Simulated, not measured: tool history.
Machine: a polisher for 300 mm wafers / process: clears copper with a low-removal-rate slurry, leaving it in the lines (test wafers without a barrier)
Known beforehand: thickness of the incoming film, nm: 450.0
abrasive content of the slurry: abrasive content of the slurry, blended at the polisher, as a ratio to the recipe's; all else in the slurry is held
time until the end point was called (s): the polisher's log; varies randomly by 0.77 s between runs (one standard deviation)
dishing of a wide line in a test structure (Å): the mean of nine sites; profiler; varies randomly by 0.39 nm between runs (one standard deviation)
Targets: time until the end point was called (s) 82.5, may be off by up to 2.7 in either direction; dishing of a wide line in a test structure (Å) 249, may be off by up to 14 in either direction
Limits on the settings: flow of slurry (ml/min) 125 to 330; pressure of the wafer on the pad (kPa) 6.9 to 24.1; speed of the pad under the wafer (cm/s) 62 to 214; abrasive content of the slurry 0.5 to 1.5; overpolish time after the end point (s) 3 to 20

run  hour  flow of slurry (ml/min)  pressure of the wafer on the pad (kPa)  speed of the pad under the wafer (cm/s)  abrasive content of the slurry  overpolish time after the end point (s)  time until the end point was called (s)  dishing of a wide line in a test structure (Å)
  1     0                      210                                    15.2                                      138                               1                                       10                                   132.23                                          256.57
  2   0.8                      215                                    15.9                                      138                               1                                        9                                   128.81                                          236.42
  3   4.9                      215                                    16.5                                      138                               1                                        9                                   123.61                                          246.01
  4    13                      215                                    16.5                                      118                               1                                        9                                   143.93                                          217.17
  5  21.5                      215                                    17.2                                      120                               1                                        9                                   138.23                                          228.16
  6  23.5                      215                                    17.9                                      122                               1                                        9                                   130.07                                          243.72
  7  26.7                      215                                    18.6                                      124                               1                                        8                                   121.97                                          227.86
  8  35.3                      215                                    19.3                                      124                               1                                        8                                    119.1                                          233.37
  9  40.1                      245                                    23.4                                      136                               1                                        4                                   90.077                                          156.46
 10  42.3                      240                                    23.4                                      138                               1                                        4                                   88.324                                          158.56
 11  43.1                      240                                    23.4                                      140                               1                                        4                                   87.439                                          166.67
 12  45.8                      235                                    23.4                                      142                               1                                        4                                   85.826                                          164.29
 13  52.2                      240                                    23.4                                      146                               1                                        9                                   82.727                                          363.07

Which one of the following 4 next-run settings gets every result inside its allowed miss? There is exactly one.
  A  58.6                      240                                    23.4                                      160                            0.95                                        5                                        ?                                               ?
  B  58.6                      260                                    24.1                                      164                             0.9                                        6                                        ?                                               ?
  C  58.6                      250                                      20                                      170                             1.1                                        5                                        ?                                               ?
  D  58.6                      215                                    19.3                                      172                             1.2                                        6                                        ?                                               ?

move  time until the end point was called (s)  dishing of a wide line in a test structure (Å)
   A                                    77.97                                          216.97
   B                                   74.709                                          267.99
   C                                   81.701                                          206.85
   D                                   82.556                                          242.69
A: pushes the last run's worst result past its target
B: closer than the last run, but not yet in spec
C: pushes the last run's worst result past its target
D: each result inside its tolerance
Move D is the one to make.

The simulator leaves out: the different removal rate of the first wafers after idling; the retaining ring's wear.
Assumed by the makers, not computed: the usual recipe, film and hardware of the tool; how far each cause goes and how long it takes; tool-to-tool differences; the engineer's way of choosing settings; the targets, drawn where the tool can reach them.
